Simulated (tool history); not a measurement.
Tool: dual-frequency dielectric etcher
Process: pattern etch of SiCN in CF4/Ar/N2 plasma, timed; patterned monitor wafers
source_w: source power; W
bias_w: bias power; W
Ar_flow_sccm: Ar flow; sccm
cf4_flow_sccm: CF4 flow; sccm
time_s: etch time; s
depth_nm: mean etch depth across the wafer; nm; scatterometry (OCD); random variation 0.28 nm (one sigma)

run	hour	source_w	bias_w	Ar_flow_sccm	cf4_flow_sccm	time_s	depth_nm
1	0.0	580	75	120	46	88	85.699
2	0.9	560	75	120	46	88	82.442
3	2.0	550	75	120	46	88	80.819
4	3.2	500	75	120	46	88	73.029
5	9.3	410	75	120	46	88	58.786
6	16.1	410	68	120	46	88	56.668
7	22.1	430	68	120	46	88	60.088
8	26.8	540	68	120	46	88	76.624

The next listed run, before its measurement:
9	31.8	520	68	120	46	88	?

Run 9 gave depth_nm 73.408 nm.
